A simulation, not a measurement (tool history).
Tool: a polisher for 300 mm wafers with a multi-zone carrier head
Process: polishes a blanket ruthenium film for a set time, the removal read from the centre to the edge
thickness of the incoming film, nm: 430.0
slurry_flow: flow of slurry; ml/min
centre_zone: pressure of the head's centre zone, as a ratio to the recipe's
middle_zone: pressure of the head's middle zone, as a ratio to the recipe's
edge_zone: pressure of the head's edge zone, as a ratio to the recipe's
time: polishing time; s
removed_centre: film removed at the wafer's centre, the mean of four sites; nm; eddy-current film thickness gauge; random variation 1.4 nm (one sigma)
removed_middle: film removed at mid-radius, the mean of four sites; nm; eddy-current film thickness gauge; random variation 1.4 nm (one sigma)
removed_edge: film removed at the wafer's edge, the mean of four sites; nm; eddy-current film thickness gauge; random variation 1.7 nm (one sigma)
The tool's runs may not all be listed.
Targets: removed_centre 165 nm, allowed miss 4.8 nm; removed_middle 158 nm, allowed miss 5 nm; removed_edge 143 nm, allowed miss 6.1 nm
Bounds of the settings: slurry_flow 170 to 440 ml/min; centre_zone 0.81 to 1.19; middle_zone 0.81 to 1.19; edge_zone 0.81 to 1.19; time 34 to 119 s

run    day  slurry_flow  centre_zone  middle_zone  edge_zone  time  removed_centre  removed_middle  removed_edge
  1      0          280            1            1          1    76          109.16          108.53        107.31
  2    0.1          285         1.03         1.02       1.02    79          116.17          112.92        111.91
  3  0.438          290         1.05         1.04       1.02    82           124.3          120.12        118.55
  4  0.479          290         1.05          1.1       1.02    82           124.7          125.56        115.02
  5  0.838          295         1.06         1.11       1.03    84          129.28          129.72        118.98
  6  1.029          295         1.06         1.11       1.08    84           129.8          132.91        122.88
  7  1.175          300         1.08         1.12       1.09    85          133.54          136.12        125.83
  8  1.358          300         1.08         1.12       1.09    85          132.31          132.75        127.74
  9  1.583          305         1.09         1.13       1.08    87          137.62           138.2         128.1

Which of these 5 next moves meets every target?
  A  1.808          260         1.19         1.18       1.07    98               ?               ?             ?
  B  1.808          335         1.19         1.19       0.95    95               ?               ?             ?
  C  1.808          340         1.06         1.13       1.06   105               ?               ?             ?
  D  1.808          335            1         1.07        1.1   102               ?               ?             ?
  E  1.808          240         1.12         1.17       1.17    97               ?               ?             ?

move  removed_centre  removed_middle  removed_edge
   A          166.25          159.37        141.08
   B          166.14          160.01        131.83
   C          166.08          169.44        153.92
   D          153.08           156.9        152.29
   E          154.17          154.97           145
A: meets every target
B: brings the result that was furthest off to its target, and leaves another outside
C: brings the result that was furthest off to its target, and leaves another outside
D: nearer than the last run, and not there yet
E: nearer than the last run, and not there yet
The right move is A.
